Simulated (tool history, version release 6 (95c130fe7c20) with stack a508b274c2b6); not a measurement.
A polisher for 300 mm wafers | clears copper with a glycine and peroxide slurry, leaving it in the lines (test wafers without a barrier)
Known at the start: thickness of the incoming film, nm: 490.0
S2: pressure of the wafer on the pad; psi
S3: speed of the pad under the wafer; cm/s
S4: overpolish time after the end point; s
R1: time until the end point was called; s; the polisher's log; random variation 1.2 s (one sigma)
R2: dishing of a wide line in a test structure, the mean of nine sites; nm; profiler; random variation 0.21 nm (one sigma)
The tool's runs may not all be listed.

Run 1, hour 0: flow of slurry (ml/min) 160, S2 2.3 psi, S3 78 cm/s, S4 10 s. Result: R1 160.28 s, R2 21.467 nm.
Run 2, hour 3: flow of slurry (ml/min) 160, S2 2.3 psi, S3 96 cm/s, S4 10 s. Result: R1 136.19 s, R2 23.23 nm.
Run 3, hour 8.6: flow of slurry (ml/min) 160, S2 2.3 psi, S3 96 cm/s, S4 7 s. Result: R1 134.38 s, R2 17.766 nm.
Run 4, hour 12.6: flow of slurry (ml/min) 150, S2 2.3 psi, S3 100 cm/s, S4 6 s. Result: R1 133.73 s, R2 15.566 nm.
Run 5, hour 17.9: flow of slurry (ml/min) 140, S2 2.4 psi, S3 104 cm/s, S4 6 s. Result: R1 125.78 s, R2 16.44 nm.
Run 6, hour 26.8: flow of slurry (ml/min) 140, S2 2.4 psi, S3 104 cm/s, S4 10 s. Result: R1 125.95 s, R2 24.221 nm.
Run 7, hour 32.2: flow of slurry (ml/min) 135, S2 2.4 psi, S3 106 cm/s, S4 9 s. Result: R1 125.99 s, R2 22.972 nm.
Run 8, hour 39.8: flow of slurry (ml/min) 155, S2 2.3 psi, S3 108 cm/s, S4 8 s. Result: R1 123.91 s, R2 21.131 nm.

Run 9 comes next. What will it give?
Run 9, hour 47.5: flow of slurry (ml/min) 145, S2 2.5 psi, S3 104 cm/s, S4 7 s. Result: R1 ?, R2 ?.

{"run 9": {"R1": 118.81, "R2": 19.291}}

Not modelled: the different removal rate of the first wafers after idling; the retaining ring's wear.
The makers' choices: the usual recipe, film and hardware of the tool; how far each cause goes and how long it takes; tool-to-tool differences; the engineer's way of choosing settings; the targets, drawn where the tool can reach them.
